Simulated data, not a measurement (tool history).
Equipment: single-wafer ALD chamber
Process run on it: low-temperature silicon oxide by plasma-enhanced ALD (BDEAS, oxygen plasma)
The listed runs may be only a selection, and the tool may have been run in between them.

| run | hour | heater temperature setpoint (K) | number of ALD cycles (cycles) | mean film thickness on the monitor wafer (Å) |
|---|---|---|---|---|
| 1 | 0 | 388.15 | 48 | 64.25 |
| 2 | 5.5 | 389.15 | 47 | 62.911 |
| 3 | 6.3 | 390.15 | 46 | 61.305 |
| 4 | 13.3 | 391.15 | 45 | 59.366 |
| 5 | 21.3 | 397.15 | 45 | 59.209 |
| 6 | 29.8 | 407.15 | 45 | 58.167 |
| 7 | 35.5 | 407.15 | 44 | 57.404 |

Run 8 is up next; what results do you expect?
| 8 | 41 | 407.15 | 43 | ? |

{"run 8": {"mean film thickness on the monitor wafer (Å)": 55.4}}

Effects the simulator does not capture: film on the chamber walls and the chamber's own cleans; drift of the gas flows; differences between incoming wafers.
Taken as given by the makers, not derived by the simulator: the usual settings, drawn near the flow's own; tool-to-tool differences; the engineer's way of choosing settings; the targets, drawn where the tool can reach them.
